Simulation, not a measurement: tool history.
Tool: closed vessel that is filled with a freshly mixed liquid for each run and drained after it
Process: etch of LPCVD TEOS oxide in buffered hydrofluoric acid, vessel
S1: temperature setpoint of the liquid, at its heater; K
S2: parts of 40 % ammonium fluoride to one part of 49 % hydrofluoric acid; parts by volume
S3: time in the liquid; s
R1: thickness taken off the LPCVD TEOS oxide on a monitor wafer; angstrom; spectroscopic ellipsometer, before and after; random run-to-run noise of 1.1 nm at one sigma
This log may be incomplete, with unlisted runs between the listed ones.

run 1 hour=0.0 | S1=295.15 S2=20.5 S3=90 | R1=2072.3
run 2 hour=4.0 | S1=295.15 S2=16.0 S3=90 | R1=2623.8
run 3 hour=8.5 | S1=295.15 S2=10.5 S3=90 | R1=3965.1
run 4 hour=12.0 | S1=295.15 S2=7.5 S3=90 | R1=5434.9
run 5 hour=20.2 | S1=292.15 S2=7.5 S3=90 | R1=4595.1
run 6 hour=20.7 | S1=292.15 S2=7.5 S3=100 | R1=5102.0

The next listed run, before its measurement:
-- hour=26.5 thermometer replaced
run 7 hour=26.5 | S1=291.65 S2=9.0 S3=100 | R1=?

R1: 4608.4 angstrom
